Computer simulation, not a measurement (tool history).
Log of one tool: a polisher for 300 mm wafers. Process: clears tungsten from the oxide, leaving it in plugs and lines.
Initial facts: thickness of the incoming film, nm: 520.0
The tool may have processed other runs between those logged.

run,day,flow of slurry (ml/min),pressure of the wafer on the pad (kPa),speed of the pad under the wafer (cm/s),abrasive content of the slurry,overpolish time after the end point (s),time until the end point was called (s)
1,0,260,29.6,106,1,45,87.091
2,0.292,260,27.6,100,1,45,97.706
3,0.571,260,26.2,94,1,45,111.55
4,0.6,260,26.2,94,1.2,45,107.53
5,0.9,260,26.2,94,1.2,48,106.68
6,1.167,260,26.2,94,1,48,111.9
7,1.242,260,24.8,92,1,48,121.54
8,1.308,260,23.4,90,1,48,125.99

Expected results for the next run?
9,1.6,250,15.2,60,0.95,48,?

{"run 9": {"time until the end point was called (s)": 286.69}}
